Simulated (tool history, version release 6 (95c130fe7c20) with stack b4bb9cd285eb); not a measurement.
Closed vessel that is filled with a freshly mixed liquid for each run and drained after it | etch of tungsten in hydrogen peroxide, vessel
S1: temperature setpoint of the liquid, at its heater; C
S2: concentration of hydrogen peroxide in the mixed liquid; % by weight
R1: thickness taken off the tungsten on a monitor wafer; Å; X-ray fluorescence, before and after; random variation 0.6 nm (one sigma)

{"run": 1, "hour": 0.0, "S1": 45.0, "S2": 20.0, "time in the liquid (s)": 95, "R1": 600.64}
{"run": 2, "hour": 2.2, "S1": 45.0, "S2": 20.0, "time in the liquid (s)": 105, "R1": 659.87}
{"run": 3, "hour": 6.3, "S1": 45.0, "S2": 24.0, "time in the liquid (s)": 105, "R1": 729.06}
{"run": 4, "hour": 11.6, "S1": 45.5, "S2": 24.0, "time in the liquid (s)": 105, "R1": 748.83}
{"run": 5, "hour": 18.5, "S1": 46.0, "S2": 24.0, "time in the liquid (s)": 105, "R1": 777.59}
{"run": 6, "hour": 20.3, "S1": 46.0, "S2": 24.0, "time in the liquid (s)": 105, "R1": 771.92}
{"run": 7, "hour": 29.2, "S1": 46.5, "S2": 24.0, "time in the liquid (s)": 105, "R1": 792.99}
{"run": 8, "hour": 35.3, "S1": 47.0, "S2": 24.0, "time in the liquid (s)": 105, "R1": 817.95}
{"run": 9, "hour": 42.0, "S1": 47.5, "S2": 24.0, "time in the liquid (s)": 105, "R1": 846.26}
{"run": 10, "hour": 48.9, "S1": 48.0, "S2": 24.0, "time in the liquid (s)": 105, "R1": 874.0}
{"run": 11, "hour": 54.7, "S1": 48.5, "S2": 24.0, "time in the liquid (s)": 105, "R1": 910.76}
{"run": 12, "hour": 57.6, "S1": 48.5, "S2": 24.0, "time in the liquid (s)": 105, "R1": 897.98}
{"run": 13, "hour": 64.8, "S1": 49.0, "S2": 24.0, "time in the liquid (s)": 105, "R1": 936.16}

Run 14 comes next. What will it give?
{"run": 14, "hour": 69.7, "S1": 49.5, "S2": 24.0, "time in the liquid (s)": 105, "R1": "?"}

{"run 14": {"R1": 956.8}}
